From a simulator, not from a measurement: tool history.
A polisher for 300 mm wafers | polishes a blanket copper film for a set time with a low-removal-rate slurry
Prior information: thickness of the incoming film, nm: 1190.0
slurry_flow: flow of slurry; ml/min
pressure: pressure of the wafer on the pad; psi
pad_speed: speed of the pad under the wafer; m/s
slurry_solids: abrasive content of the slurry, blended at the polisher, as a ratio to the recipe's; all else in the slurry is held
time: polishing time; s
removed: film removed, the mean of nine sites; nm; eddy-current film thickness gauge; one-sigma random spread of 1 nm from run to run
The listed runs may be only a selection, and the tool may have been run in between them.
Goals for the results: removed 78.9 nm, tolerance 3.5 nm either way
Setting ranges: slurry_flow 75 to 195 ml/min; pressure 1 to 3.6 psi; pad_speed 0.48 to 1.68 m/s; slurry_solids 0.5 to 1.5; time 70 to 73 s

| run | day | slurry_flow | pressure | pad_speed | slurry_solids | time | removed |
|---|---|---|---|---|---|---|---|
| 1 | 0 | 125 | 2.3 | 1.08 | 1 | 70 | 157.9 |
| 2 | 0.342 | 120 | 1.9 | 1.04 | 1 | 70 | 131.3 |
| 3 | 0.379 | 120 | 1.6 | 0.98 | 1 | 70 | 107.91 |
| 4 | 0.596 | 145 | 1.6 | 0.98 | 1 | 70 | 110.92 |
| 5 | 0.808 | 145 | 1.6 | 1.16 | 1 | 70 | 128.3 |
| 6 | 0.929 | 145 | 1.6 | 1.3 | 1 | 70 | 138.15 |
| 7 | 1.071 | 145 | 1.4 | 1.18 | 1 | 70 | 114.68 |
| 8 | 1.133 | 145 | 1.3 | 1.12 | 1 | 70 | 100.72 |
| 9 | 1.425 | 145 | 1.2 | 1.1 | 1 | 70 | 95.195 |
| 10 | 1.658 | 145 | 1.1 | 1.08 | 1 | 70 | 86.811 |

5 next moves are on the table. One of them brings every result within its allowed miss. Which?
| A | 1.892 | 150 | 1 | 1.08 | 0.95 | 70 | ? |
| B | 1.892 | 150 | 1 | 1.14 | 0.95 | 73 | ? |
| C | 1.892 | 145 | 1 | 1.2 | 0.85 | 71 | ? |
| D | 1.892 | 125 | 1.3 | 0.94 | 0.95 | 70 | ? |
| E | 1.892 | 150 | 1.1 | 0.98 | 1.1 | 73 | ? |

| move | removed |
|---|---|
| A | 79.895 |
| B | 87.297 |
| C | 86.053 |
| D | 84.816 |
| E | 85.578 |
A: in spec on every target
B: lands further from the targets than the last run did
C: closes in on the targets versus the last run, not all within tolerance yet
D: closes in on the targets versus the last run, not all within tolerance yet
E: closes in on the targets versus the last run, not all within tolerance yet
So the answer is move A, the one that meets all the targets.
